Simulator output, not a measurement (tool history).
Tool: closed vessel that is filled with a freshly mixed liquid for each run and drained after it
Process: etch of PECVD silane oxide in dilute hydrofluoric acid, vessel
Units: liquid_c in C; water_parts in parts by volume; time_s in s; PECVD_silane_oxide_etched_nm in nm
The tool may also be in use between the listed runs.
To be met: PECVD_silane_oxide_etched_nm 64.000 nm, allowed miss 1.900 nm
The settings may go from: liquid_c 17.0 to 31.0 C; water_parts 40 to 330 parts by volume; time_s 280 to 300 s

run  hour  liquid_c  water_parts  time_s  PECVD_silane_oxide_etched_nm
  1   0.0      23.0          185     280                        42.183
  2   8.3      23.0          225     280                        33.460
  3  14.9      25.0          205     280                        40.217
  4  22.4      26.5          190     280                        46.907
  5  23.1      27.5          180     280                        51.872
  6  30.9      28.5          175     280                        55.248
  7  34.5      31.0          160     280                        67.320
  8  42.4      30.5          160     280                        66.530

Which of these 5 next moves meets every target?
  A  50.3      23.5          125     280                             ?
  B  50.3      31.0          170     300                             ?
  C  50.3      29.5          160     280                             ?
  D  50.3      29.0          145     280                             ?
  E  50.3      31.0          160     295                             ?

move  PECVD_silane_oxide_etched_nm
   A                        68.195
   B                        67.096
   C                        63.914
   D                        70.609
   E                        71.028
A: further off than the last run
B: further off than the last run
C: meets every target
D: further off than the last run
E: further off than the last run
The right move is C.
